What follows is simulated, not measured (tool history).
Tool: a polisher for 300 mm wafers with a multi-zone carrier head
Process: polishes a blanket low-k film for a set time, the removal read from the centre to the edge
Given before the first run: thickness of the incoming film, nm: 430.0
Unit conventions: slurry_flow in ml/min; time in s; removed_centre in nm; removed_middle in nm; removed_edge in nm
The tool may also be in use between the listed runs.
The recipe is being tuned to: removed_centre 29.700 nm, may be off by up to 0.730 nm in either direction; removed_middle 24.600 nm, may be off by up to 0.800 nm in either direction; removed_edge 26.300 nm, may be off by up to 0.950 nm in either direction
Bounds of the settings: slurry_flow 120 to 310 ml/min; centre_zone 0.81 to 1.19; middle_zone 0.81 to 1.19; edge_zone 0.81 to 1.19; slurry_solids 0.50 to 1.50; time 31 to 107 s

run	hour	slurry_flow	centre_zone	middle_zone	edge_zone	slurry_solids	time	removed_centre	removed_middle	removed_edge
1	0.0	200	1.00	1.00	1.00	1.00	69	25.984	25.943	25.879
2	3.3	200	1.00	1.00	1.06	1.00	69	25.923	25.969	26.827
3	8.1	200	1.00	1.00	1.06	1.10	69	27.414	27.438	28.857
4	12.1	200	1.00	0.92	1.06	1.10	69	27.620	26.229	28.290
5	13.1	200	1.00	0.92	1.06	1.10	82	32.864	30.851	33.523
6	16.9	200	1.00	0.92	1.10	1.10	82	32.792	30.853	34.432
7	25.6	200	1.00	0.92	1.10	1.10	82	32.462	30.953	34.265
8	31.2	195	1.00	0.90	1.07	1.05	82	31.852	29.306	33.017
9	40.0	195	1.00	0.89	1.03	1.00	82	30.698	28.597	31.624
10	46.7	190	1.01	0.88	1.00	1.00	82	30.806	27.648	30.881
11	49.8	190	1.01	0.88	1.00	1.00	82	30.819	27.403	30.618
12	50.6	185	1.01	0.88	0.97	1.00	82	30.918	27.272	30.250
13	55.9	160	1.04	0.86	0.87	0.80	82	25.331	22.139	23.585

Which of these 5 next moves meets every target?
A	61.2	180	1.11	0.94	0.82	0.85	82	?	?	?
B	61.2	155	1.10	0.81	0.95	0.75	89	?	?	?
C	61.2	195	1.19	0.85	0.89	0.60	92	?	?	?
D	61.2	160	1.07	0.84	0.83	1.05	76	?	?	?
E	61.2	140	0.83	0.87	0.93	0.85	87	?	?	?

move	removed_centre	removed_middle	removed_edge
A	28.837	25.299	24.339
B	26.714	20.980	24.646
C	23.513	17.848	19.324
D	29.485	24.407	26.102
E	22.591	23.905	26.344
A: nearer than the last run, and not there yet
B: nearer than the last run, and not there yet
C: misses by more than the last run did
D: all results in spec
E: misses by more than the last run did
So the answer is move D, the one that meets all the targets.
